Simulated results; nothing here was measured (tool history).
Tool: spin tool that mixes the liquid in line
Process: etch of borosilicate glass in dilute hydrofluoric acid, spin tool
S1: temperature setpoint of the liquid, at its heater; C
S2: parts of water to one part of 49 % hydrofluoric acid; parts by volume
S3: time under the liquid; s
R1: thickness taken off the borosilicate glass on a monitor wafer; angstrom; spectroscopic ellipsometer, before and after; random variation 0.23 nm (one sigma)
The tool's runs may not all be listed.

run  hour    S1   S2  S3      R1
  1   0.0  25.0   90  75  167.99
  2   3.7  26.5   85  75  188.94
  3   8.6  26.5  100  75  158.16
  4  14.5  27.5   90  75  185.26
  5  19.7  28.5   85  75  204.56
  6  23.1  28.5   85  75  207.82

The next listed run, before its measurement:
  7  29.7  29.5  80  75   ?

R1: 228.08 angstrom

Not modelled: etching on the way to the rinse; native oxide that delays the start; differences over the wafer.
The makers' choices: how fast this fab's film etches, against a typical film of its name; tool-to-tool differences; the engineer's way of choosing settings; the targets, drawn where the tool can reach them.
